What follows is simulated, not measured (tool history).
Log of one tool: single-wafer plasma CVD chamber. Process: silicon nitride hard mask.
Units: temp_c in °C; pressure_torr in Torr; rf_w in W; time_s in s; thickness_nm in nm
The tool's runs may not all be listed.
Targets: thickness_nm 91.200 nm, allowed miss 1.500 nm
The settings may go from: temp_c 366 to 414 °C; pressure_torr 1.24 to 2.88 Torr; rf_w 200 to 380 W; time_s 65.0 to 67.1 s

run,day,temp_c,pressure_torr,rf_w,time_s,thickness_nm
1,0.000,390,2.06,290,65.0,78.753
2,0.275,390,2.19,295,65.0,81.440
3,0.625,390,2.43,295,65.0,84.368
4,0.979,390,2.43,335,65.0,93.640
5,1.304,390,2.40,335,65.0,93.616
6,1.496,390,2.40,310,65.0,87.793
7,1.700,390,2.44,310,65.0,87.997
8,1.746,390,2.44,310,65.0,88.098
9,1.867,390,2.48,310,65.0,88.471
10,1.954,390,2.51,310,65.0,88.816
# day 2.300: capacitance manometer re-zeroed and calibrated
11,2.300,390,2.54,310,65.0,87.752
12,2.412,390,2.57,310,65.0,88.268
13,2.562,390,2.60,310,65.0,88.004

5 next moves are on the table. One of them brings every result within its allowed miss. Which?
A,2.712,392,2.51,300,65.0,?
B,2.712,394,2.88,320,65.7,?
C,2.712,385,2.58,315,66.0,?
D,2.712,401,2.72,295,65.2,?
E,2.712,397,2.88,320,65.9,?

move,thickness_nm
A,86.095
B,94.835
C,91.893
D,86.636
E,95.006
A: further off than the last run
B: takes the result that was furthest off past its target
C: meets every target
D: further off than the last run
E: takes the result that was furthest off past its target
The right move is C.
